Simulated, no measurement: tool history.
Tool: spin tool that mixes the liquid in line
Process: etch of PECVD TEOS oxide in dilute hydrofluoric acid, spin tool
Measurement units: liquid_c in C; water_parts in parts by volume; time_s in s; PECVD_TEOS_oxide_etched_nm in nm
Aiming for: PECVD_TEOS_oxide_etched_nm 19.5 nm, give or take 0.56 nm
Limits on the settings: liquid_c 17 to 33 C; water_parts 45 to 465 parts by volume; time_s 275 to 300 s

Run 1, hour 0: liquid_c 25 C, water_parts 255 parts by volume, time_s 275 s. Result: PECVD_TEOS_oxide_etched_nm 13.403 nm.
Run 2, hour 2.1: liquid_c 27 C, water_parts 245 parts by volume, time_s 275 s. Result: PECVD_TEOS_oxide_etched_nm 15.105 nm.
Run 3, hour 4.5: liquid_c 28.5 C, water_parts 240 parts by volume, time_s 275 s. Result: PECVD_TEOS_oxide_etched_nm 16.319 nm.
Run 4, hour 11.7: liquid_c 25.5 C, water_parts 240 parts by volume, time_s 275 s. Result: PECVD_TEOS_oxide_etched_nm 14.779 nm.
Run 5, hour 18.1: liquid_c 25.5 C, water_parts 240 parts by volume, time_s 300 s. Result: PECVD_TEOS_oxide_etched_nm 16.164 nm.
Run 6, hour 26.9: liquid_c 27 C, water_parts 240 parts by volume, time_s 300 s. Result: PECVD_TEOS_oxide_etched_nm 16.788 nm.
Run 7, hour 31.9: liquid_c 27 C, water_parts 240 parts by volume, time_s 300 s. Result: PECVD_TEOS_oxide_etched_nm 16.929 nm.
Run 8, hour 39.5: liquid_c 28 C, water_parts 240 parts by volume, time_s 300 s. Result: PECVD_TEOS_oxide_etched_nm 17.529 nm.
Run 9, hour 42.8: liquid_c 29 C, water_parts 240 parts by volume, time_s 300 s. Result: PECVD_TEOS_oxide_etched_nm 18.077 nm.
Run 10, hour 45.5: liquid_c 29.5 C, water_parts 240 parts by volume, time_s 300 s. Result: PECVD_TEOS_oxide_etched_nm 18.36 nm.
Run 11, hour 51.2: liquid_c 30 C, water_parts 240 parts by volume, time_s 300 s. Result: PECVD_TEOS_oxide_etched_nm 18.73 nm.

Of the 4 settings listed for the next run, only one would bring every result within its allowed miss of target. Which one?
Run A, hour 56.9: liquid_c 31.5 C, water_parts 225 parts by volume, time_s 275 s. Result: PECVD_TEOS_oxide_etched_nm ?.
Run B, hour 56.9: liquid_c 32 C, water_parts 240 parts by volume, time_s 275 s. Result: PECVD_TEOS_oxide_etched_nm ?.
Run C, hour 56.9: liquid_c 32.5 C, water_parts 245 parts by volume, time_s 275 s. Result: PECVD_TEOS_oxide_etched_nm ?.
Run D, hour 56.9: liquid_c 28.5 C, water_parts 235 parts by volume, time_s 300 s. Result: PECVD_TEOS_oxide_etched_nm ?.

move  PECVD_TEOS_oxide_etched_nm
   A                      19.455
   B                      18.205
   C                      18.016
   D                      18.144
A: all results land within tolerance of their targets
B: the biggest miss grows against the last run
C: the biggest miss grows against the last run
D: the biggest miss grows against the last run
A is the move that brings every result within its allowed miss.
